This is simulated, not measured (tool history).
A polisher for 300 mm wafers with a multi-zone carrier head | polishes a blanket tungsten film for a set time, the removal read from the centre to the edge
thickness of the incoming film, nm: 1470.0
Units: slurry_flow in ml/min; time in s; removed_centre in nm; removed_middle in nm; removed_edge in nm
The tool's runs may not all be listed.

{"run": 1, "hour": 0.0, "slurry_flow": 305, "centre_zone": 1, "middle_zone": 1, "edge_zone": 1, "slurry_solids": 1, "time": 32, "removed_centre": 119, "removed_middle": 120.77, "removed_edge": 118.91}
{"run": 2, "hour": 6.8, "slurry_flow": 305, "centre_zone": 0.98, "middle_zone": 1.02, "edge_zone": 0.97, "slurry_solids": 0.9, "time": 31, "removed_centre": 108.74, "removed_middle": 114.35, "removed_edge": 109.39}
{"run": 3, "hour": 8.6, "slurry_flow": 275, "centre_zone": 0.98, "middle_zone": 1.02, "edge_zone": 0.97, "slurry_solids": 0.9, "time": 31, "removed_centre": 105.51, "removed_middle": 115.23, "removed_edge": 108.8}
{"run": 4, "hour": 10.4, "slurry_flow": 270, "centre_zone": 0.97, "middle_zone": 1.03, "edge_zone": 0.95, "slurry_solids": 0.8, "time": 31, "removed_centre": 101.57, "removed_middle": 110.49, "removed_edge": 102.59}
{"run": 5, "hour": 15.7, "slurry_flow": 260, "centre_zone": 0.95, "middle_zone": 1.04, "edge_zone": 0.93, "slurry_solids": 0.75, "time": 31, "removed_centre": 96.739, "removed_middle": 109.87, "removed_edge": 98.529}
{"run": 6, "hour": 18.6, "slurry_flow": 255, "centre_zone": 0.93, "middle_zone": 1.04, "edge_zone": 0.91, "slurry_solids": 0.7, "time": 31, "removed_centre": 91.837, "removed_middle": 104.68, "removed_edge": 95.089}
{"run": 7, "hour": 19.3, "slurry_flow": 250, "centre_zone": 0.92, "middle_zone": 1.05, "edge_zone": 0.89, "slurry_solids": 0.7, "time": 31, "removed_centre": 91.949, "removed_middle": 104.16, "removed_edge": 93.781}
{"run": 8, "hour": 21.0, "slurry_flow": 245, "centre_zone": 0.91, "middle_zone": 1.06, "edge_zone": 0.88, "slurry_solids": 0.7, "time": 31, "removed_centre": 88.571, "removed_middle": 105.49, "removed_edge": 92.414}

The next listed run, before its measurement:
{"run": 9, "hour": 28.7, "slurry_flow": 240, "centre_zone": 0.9, "middle_zone": 1.06, "edge_zone": 0.87, "slurry_solids": 0.7, "time": 31, "removed_centre": "?", "removed_middle": "?", "removed_edge": "?"}

{"run 9": {"removed_centre": 87.963, "removed_middle": 107.47, "removed_edge": 92.656}}

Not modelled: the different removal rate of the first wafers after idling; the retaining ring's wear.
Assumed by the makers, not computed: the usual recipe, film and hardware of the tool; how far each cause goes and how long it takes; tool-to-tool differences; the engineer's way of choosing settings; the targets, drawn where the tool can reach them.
